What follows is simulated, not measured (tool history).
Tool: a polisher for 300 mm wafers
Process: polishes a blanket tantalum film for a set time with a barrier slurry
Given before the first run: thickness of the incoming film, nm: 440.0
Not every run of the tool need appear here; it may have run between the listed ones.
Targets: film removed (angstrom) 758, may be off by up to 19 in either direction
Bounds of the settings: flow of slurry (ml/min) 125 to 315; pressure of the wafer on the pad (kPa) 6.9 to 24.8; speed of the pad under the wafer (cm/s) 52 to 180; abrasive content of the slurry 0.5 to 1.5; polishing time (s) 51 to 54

run,hour,flow of slurry (ml/min),pressure of the wafer on the pad (kPa),speed of the pad under the wafer (cm/s),abrasive content of the slurry,polishing time (s),film removed (angstrom)
1,0,205,15.9,116,1,51,1264
2,4.3,200,14.5,116,1,51,1149.6
3,12.9,195,13.1,116,1,51,1049.9
4,20.9,195,13.1,140,1,51,1246.6
5,22.4,195,13.1,140,0.85,51,1183.9
6,31.2,150,13.1,140,0.85,51,1136.5
7,32.9,150,11.7,140,0.85,51,1002.9
8,37.1,145,11,140,0.85,51,943.99
9,42.1,140,10.3,140,0.85,51,880.68
10,49.8,135,9.7,140,0.85,51,825.44

Exactly one of the 4 candidate moves below puts every result within its allowed miss. Which one?
A,57.5,165,9.7,118,0.8,51,?
B,57.5,140,8.3,142,0.8,51,?
C,57.5,180,9,128,0.85,54,?
D,57.5,130,9,136,0.8,54,?

move,film removed (angstrom)
A,705.84
B,706.51
C,784.5
D,760.48
A: takes the result that was furthest off past its target
B: takes the result that was furthest off past its target
C: an improvement on the last run, though not all results are within tolerance
D: hits every target within its allowed miss
So the answer is move D, the one that meets all the targets.

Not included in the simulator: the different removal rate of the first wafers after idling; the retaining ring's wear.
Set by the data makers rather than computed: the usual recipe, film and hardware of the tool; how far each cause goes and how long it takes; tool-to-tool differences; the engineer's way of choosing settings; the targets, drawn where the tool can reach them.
